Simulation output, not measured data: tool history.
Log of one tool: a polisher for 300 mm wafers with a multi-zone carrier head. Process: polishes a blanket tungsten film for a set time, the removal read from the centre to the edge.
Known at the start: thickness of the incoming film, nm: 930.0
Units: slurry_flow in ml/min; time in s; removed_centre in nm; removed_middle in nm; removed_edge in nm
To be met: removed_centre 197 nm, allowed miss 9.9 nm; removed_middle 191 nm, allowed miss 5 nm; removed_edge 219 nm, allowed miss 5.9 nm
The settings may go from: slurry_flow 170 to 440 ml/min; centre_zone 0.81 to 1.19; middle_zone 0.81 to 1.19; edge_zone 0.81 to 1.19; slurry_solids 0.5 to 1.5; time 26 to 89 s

run,hour,slurry_flow,centre_zone,middle_zone,edge_zone,slurry_solids,time,removed_centre,removed_middle,removed_edge
1,0,280,1,1,1,1,57,224.69,222.07,217.77
2,7.8,265,0.97,0.96,1.02,1,57,207.13,217.42,219.4
3,11,265,0.97,0.96,1.02,1.15,57,212.65,221.69,224.82
4,18.2,265,0.97,0.96,1.02,1.15,68,252.8,261.8,267.88
5,22.1,255,0.97,0.91,1.02,1,66,241.81,236.35,251.54
6,28.3,245,0.95,0.88,1.02,0.85,65,226.83,218.64,242.01
7,37.1,235,0.93,0.86,1,0.75,65,217.45,212.06,231.31
8,39.7,225,0.92,0.84,1.01,0.7,65,208.39,199.47,230.31
9,47,215,0.91,0.83,1,0.7,65,202.58,197.14,227.55
10,55.4,205,0.91,0.83,0.99,0.7,65,201.78,196.55,222.75

Which of these 5 next moves meets every target?
A,63.8,200,1.01,0.84,1,0.7,63,?,?,?
B,63.8,175,0.96,0.87,1.06,0.6,64,?,?,?
C,63.8,190,0.89,0.81,1.04,0.6,67,?,?,?
D,63.8,170,1.01,0.82,1.1,0.95,63,?,?,?
E,63.8,225,0.96,0.86,0.95,0.8,63,?,?,?

move,removed_centre,removed_middle,removed_edge
A,215.02,190.3,219.04
B,197.58,189.45,219.33
C,195.89,190.12,230.3
D,218.77,190.55,236.55
E,213.94,202.2,221.54
A: brings the result that was furthest off to its target, and leaves another outside
B: meets every target
C: brings the result that was furthest off to its target, and leaves another outside
D: brings the result that was furthest off to its target, and leaves another outside
E: further off than the last run
Move B is the one to make.
